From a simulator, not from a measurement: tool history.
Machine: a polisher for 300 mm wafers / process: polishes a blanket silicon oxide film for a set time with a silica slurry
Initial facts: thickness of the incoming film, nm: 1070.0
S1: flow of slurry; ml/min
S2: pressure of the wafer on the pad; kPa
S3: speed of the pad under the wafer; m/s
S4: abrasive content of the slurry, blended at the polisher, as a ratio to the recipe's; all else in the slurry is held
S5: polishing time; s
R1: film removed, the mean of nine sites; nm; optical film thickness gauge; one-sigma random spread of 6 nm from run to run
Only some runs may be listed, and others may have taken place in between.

run    day   S1    S2    S3   S4  S5      R1
  1      0  220  33.1     1    1  87  298.85
  2  0.079  220  35.2     1    1  87  311.88
  3  0.396  220  35.2     1  0.9  87  298.03
  4  0.696  220  26.9     1  0.9  87  236.08
  5  0.975  220  30.3  1.02  0.9  87  268.04
  6  1.092  220  30.3  1.12  0.9  87  272.64

Run 7, settings as shown, results not yet in. Your forecast:
  7  1.35  220  40  1.2  0.9  87   ?

R1: 350.81 nm
